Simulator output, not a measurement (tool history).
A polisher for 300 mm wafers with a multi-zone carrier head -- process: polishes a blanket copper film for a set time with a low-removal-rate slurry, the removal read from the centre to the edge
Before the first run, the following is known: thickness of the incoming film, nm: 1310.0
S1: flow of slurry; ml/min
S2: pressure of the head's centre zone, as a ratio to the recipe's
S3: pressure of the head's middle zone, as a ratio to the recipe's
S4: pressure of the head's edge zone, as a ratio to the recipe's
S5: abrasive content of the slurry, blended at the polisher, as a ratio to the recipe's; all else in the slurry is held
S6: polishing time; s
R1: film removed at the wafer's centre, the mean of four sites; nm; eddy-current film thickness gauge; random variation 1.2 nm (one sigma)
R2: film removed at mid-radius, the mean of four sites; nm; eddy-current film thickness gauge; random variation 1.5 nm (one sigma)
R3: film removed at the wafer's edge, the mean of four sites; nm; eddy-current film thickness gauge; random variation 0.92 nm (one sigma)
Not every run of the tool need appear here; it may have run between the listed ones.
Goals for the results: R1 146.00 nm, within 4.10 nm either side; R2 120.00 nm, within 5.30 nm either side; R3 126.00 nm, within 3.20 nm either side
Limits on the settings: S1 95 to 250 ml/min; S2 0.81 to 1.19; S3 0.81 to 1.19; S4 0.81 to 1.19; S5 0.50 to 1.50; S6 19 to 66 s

Run 1, hour 0.0: S1 160 ml/min, S2 1.00, S3 1.00, S4 1.00, S5 1.00, S6 42 s. Result: R1 137.36 nm, R2 122.77 nm, R3 121.88 nm.
Run 2, hour 8.3: S1 160 ml/min, S2 1.00, S3 0.95, S4 1.00, S5 1.00, S6 42 s. Result: R1 137.43 nm, R2 118.58 nm, R3 122.82 nm.
Run 3, hour 11.2: S1 160 ml/min, S2 1.00, S3 1.03, S4 1.00, S5 1.00, S6 42 s. Result: R1 137.34 nm, R2 122.22 nm, R3 121.73 nm.
Run 4, hour 14.8: S1 160 ml/min, S2 1.00, S3 1.03, S4 1.00, S5 1.00, S6 37 s. Result: R1 121.81 nm, R2 111.17 nm, R3 107.42 nm.
Run 5, hour 17.0: S1 160 ml/min, S2 1.00, S3 1.10, S4 1.00, S5 1.00, S6 37 s. Result: R1 121.46 nm, R2 115.75 nm, R3 107.69 nm.
Run 6, hour 22.0: S1 160 ml/min, S2 1.00, S3 1.10, S4 1.00, S5 1.10, S6 37 s. Result: R1 123.43 nm, R2 116.13 nm, R3 109.25 nm.
Run 7, hour 25.3: S1 180 ml/min, S2 1.02, S3 1.08, S4 1.05, S5 1.15, S6 37 s. Result: R1 131.64 nm, R2 120.76 nm, R3 115.31 nm.
At hour 27.0: centre zone pressure recalibrated.
Run 8, hour 27.0: S1 195 ml/min, S2 1.03, S3 1.04, S4 1.08, S5 1.15, S6 37 s. Result: R1 125.55 nm, R2 118.08 nm, R3 116.04 nm.
Run 9, hour 29.8: S1 190 ml/min, S2 1.07, S3 1.02, S4 1.10, S5 1.25, S6 37 s. Result: R1 131.67 nm, R2 117.73 nm, R3 121.72 nm.
Run 10, hour 31.3: S1 195 ml/min, S2 1.11, S3 1.02, S4 1.10, S5 1.25, S6 37 s. Result: R1 138.64 nm, R2 120.29 nm, R3 120.03 nm.

Exercise: of the 5 proposed moves below, exactly one satisfies all targets within the stated allowed misses. Which move is it?
Run A, hour 32.8: S1 140 ml/min, S2 1.15, S3 0.87, S4 1.02, S5 1.35, S6 43 s. Result: R1 ?, R2 ?, R3 ?.
Run B, hour 32.8: S1 170 ml/min, S2 1.19, S3 0.85, S4 1.18, S5 1.45, S6 39 s. Result: R1 ?, R2 ?, R3 ?.
Run C, hour 32.8: S1 160 ml/min, S2 1.14, S3 0.96, S4 1.08, S5 1.25, S6 40 s. Result: R1 ?, R2 ?, R3 ?.
Run D, hour 32.8: S1 220 ml/min, S2 1.12, S3 1.04, S4 1.05, S5 1.20, S6 36 s. Result: R1 ?, R2 ?, R3 ?.
Run E, hour 32.8: S1 250 ml/min, S2 1.04, S3 1.03, S4 1.12, S5 1.15, S6 41 s. Result: R1 ?, R2 ?, R3 ?.

move      R1      R2      R3
   A  158.34  118.87  133.28
   B  158.46  112.45  134.02
   C  147.84  119.82  126.51
   D  137.24  119.44  115.82
   E  146.06  135.79  135.30
A: carries the result that was furthest off beyond its target, to the other side
B: carries the result that was furthest off beyond its target, to the other side
C: every result within its allowed miss
D: moves away from the targets compared with the last run
E: carries the result that was furthest off beyond its target, to the other side
So the answer is move C, the one that meets all the targets.
